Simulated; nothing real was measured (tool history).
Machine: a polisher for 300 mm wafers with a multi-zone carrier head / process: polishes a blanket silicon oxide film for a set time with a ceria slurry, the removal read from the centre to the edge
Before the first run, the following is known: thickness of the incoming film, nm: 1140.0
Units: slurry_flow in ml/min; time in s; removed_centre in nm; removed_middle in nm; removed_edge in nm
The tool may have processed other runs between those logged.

| run | day | slurry_flow | centre_zone | middle_zone | edge_zone | time | removed_centre | removed_middle | removed_edge |
|---|---|---|---|---|---|---|---|---|---|
| 1 | 0 | 150 | 1 | 1 | 1 | 65 | 264.82 | 261.05 | 269.94 |
| 2 | 0.217 | 130 | 1 | 1 | 1 | 65 | 263 | 257.35 | 259.28 |
| 3 | 0.304 | 145 | 1 | 1.02 | 1.03 | 67 | 269.47 | 279.28 | 275.86 |
| 4 | 0.638 | 145 | 0.93 | 1.02 | 1.03 | 67 | 252.99 | 273.94 | 275.76 |
| 5 | 0.9 | 145 | 0.9 | 1.02 | 1.03 | 67 | 246.86 | 276.46 | 274.68 |
| 6 | 1.121 | 155 | 0.91 | 1.02 | 1.06 | 69 | 257.7 | 288.67 | 294.12 |
| 7 | 1.354 | 165 | 0.92 | 1.02 | 1.08 | 70 | 264.05 | 293.19 | 297.87 |
| 8 | 1.521 | 170 | 0.92 | 1.02 | 1.1 | 72 | 277.73 | 299.64 | 311.46 |
| 9 | 1.842 | 175 | 0.91 | 1.02 | 1.12 | 74 | 285.12 | 314.98 | 326.7 |
| 10 | 1.892 | 180 | 0.9 | 1.02 | 1.13 | 75 | 286.37 | 317.69 | 329.98 |

Run 11, settings as shown, results not yet in. Your forecast:
| 11 | 2.246 | 180 | 0.89 | 1.02 | 1.14 | 77 | ? | ? | ? |

Run 11 gave removed_centre 281.84 nm, removed_middle 330.89 nm, removed_edge 337.08 nm.

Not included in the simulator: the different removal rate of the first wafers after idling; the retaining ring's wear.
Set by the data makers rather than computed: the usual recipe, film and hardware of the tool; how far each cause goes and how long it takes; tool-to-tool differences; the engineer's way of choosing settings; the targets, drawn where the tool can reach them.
